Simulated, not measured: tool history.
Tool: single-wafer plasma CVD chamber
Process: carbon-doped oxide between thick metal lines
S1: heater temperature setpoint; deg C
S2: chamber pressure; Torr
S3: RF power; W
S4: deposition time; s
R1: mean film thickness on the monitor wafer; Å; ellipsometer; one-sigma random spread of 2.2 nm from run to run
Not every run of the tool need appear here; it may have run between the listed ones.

run    day   S1    S2   S3   S4      R1
  1  0.000  360  5.39  465  174  7536.5
  2  0.246  360  5.39  465  174  7582.7
  3  0.417  361  5.19  440  173  7264.3
  4  0.575  361  5.19  440  174  7311.1
  5  0.617  361  5.19  440  174  7318.9
  6  0.708  361  5.16  415  172  6995.9

For run 7, what comes out?
  7  1.079  361  5.11  400  171   ?

Run 7 produced R1 6899.5 Å.

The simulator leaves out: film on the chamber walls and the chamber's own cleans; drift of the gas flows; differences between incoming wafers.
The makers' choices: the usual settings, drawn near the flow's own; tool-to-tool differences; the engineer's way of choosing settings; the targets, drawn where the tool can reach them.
